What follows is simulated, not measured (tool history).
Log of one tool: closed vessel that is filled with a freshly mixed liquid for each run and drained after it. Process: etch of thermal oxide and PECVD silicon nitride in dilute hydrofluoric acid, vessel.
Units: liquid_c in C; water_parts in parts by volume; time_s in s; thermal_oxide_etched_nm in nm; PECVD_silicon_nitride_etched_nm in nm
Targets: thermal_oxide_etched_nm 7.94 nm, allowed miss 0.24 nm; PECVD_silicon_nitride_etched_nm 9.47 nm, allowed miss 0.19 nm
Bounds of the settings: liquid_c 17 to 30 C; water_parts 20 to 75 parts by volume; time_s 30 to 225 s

run	hour	liquid_c	water_parts	time_s	thermal_oxide_etched_nm	PECVD_silicon_nitride_etched_nm
1	0	22	45	115	12.032	12.087
2	2.4	22.5	50	115	10.906	11.275
3	5.8	23	55	115	9.8582	10.637
4	11.4	23	40	115	14.217	14.567
5	19.8	23	40	135	16.558	16.971
6	26.4	23	25	135	27.177	26.853
7	32	23.5	35	135	19.294	20.32
8	35.8	23.5	45	135	14.929	15.793
9	36.7	24	50	135	13.72	14.733
10	45.5	24	55	135	12.249	13.514
11	51.7	24	60	135	11.069	12.386
12	52.8	24	65	135	10.102	11.364
13	54.8	24.5	70	130	9.3513	10.524
14	61.7	24.5	75	125	8.2562	9.4715

5 next moves are on the table. One of them brings every result within its allowed miss. Which?
A	68.6	24	75	130	?	?
B	68.6	27	75	110	?	?
C	68.6	26.5	65	100	?	?
D	68.6	26	70	105	?	?
E	68.6	23.5	70	125	?	?

move	thermal_oxide_etched_nm	PECVD_silicon_nitride_etched_nm
A	8.3949	9.5101
B	8.0054	9.8052
C	8.3468	9.9399
D	7.9233	9.3863
E	8.5293	9.4647
A: further off than the last run
B: brings the result that was furthest off to its target, and leaves another outside
C: further off than the last run
D: meets every target
E: further off than the last run
Move D is the one to make.

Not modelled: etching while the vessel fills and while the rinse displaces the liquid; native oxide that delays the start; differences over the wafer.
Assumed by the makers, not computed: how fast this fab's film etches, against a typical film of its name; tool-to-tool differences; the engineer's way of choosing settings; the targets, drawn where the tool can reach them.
